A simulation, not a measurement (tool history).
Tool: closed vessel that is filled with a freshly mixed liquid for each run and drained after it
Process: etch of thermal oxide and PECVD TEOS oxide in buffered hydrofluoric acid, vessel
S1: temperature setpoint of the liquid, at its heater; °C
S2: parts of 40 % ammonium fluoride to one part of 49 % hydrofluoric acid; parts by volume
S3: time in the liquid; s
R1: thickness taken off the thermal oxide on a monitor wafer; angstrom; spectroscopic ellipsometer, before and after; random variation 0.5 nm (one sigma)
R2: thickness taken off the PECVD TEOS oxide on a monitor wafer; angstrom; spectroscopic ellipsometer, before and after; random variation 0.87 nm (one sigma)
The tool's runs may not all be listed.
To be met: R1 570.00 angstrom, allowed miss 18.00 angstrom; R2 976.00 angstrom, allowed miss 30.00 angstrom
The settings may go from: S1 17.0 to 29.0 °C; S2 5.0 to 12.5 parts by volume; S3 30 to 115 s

run	day	S1	S2	S3	R1	R2
1	0.000	21.0	7.5	60	690.48	1165.50
2	0.283	21.0	7.5	75	867.77	1467.70
3	0.604	21.0	6.5	75	1005.00	1699.90
4	0.838	20.5	7.0	75	918.75	1560.00
5	1.096	20.5	7.0	95	1134.80	1973.50
6	1.242	20.5	7.0	110	1346.70	2255.20
7	1.262	20.0	7.5	110	1195.40	2024.30
8	1.317	19.5	8.0	110	1086.70	1852.20
9	1.542	19.0	8.5	110	1030.30	1726.40
10	1.592	19.0	9.0	110	982.02	1664.70
11	1.829	18.5	9.5	110	885.12	1517.50
12	1.954	18.5	10.0	110	851.15	1446.10
# day 2.083: hydrofluoric acid flow meter replaced
13	2.083	18.5	10.5	110	914.68	1546.00
14	2.254	18.5	10.5	105	873.47	1500.60
15	2.442	18.5	10.5	100	829.44	1423.80
16	2.479	18.5	10.5	95	797.44	1354.00
17	2.517	18.5	11.0	95	756.71	1302.10
18	2.867	17.5	12.0	85	591.13	1005.50

Which of these 4 next moves meets every target?
A	3.217	18.0	9.5	70	?	?
B	3.217	25.0	12.5	60	?	?
C	3.217	18.0	12.5	90	?	?
D	3.217	17.5	11.0	75	?	?

move	R1	R2
A	616.41	1048.30
B	606.59	1031.60
C	617.04	1049.40
D	566.35	963.15
A: further off than the last run
B: further off than the last run
C: further off than the last run
D: meets every target
The right move is D.

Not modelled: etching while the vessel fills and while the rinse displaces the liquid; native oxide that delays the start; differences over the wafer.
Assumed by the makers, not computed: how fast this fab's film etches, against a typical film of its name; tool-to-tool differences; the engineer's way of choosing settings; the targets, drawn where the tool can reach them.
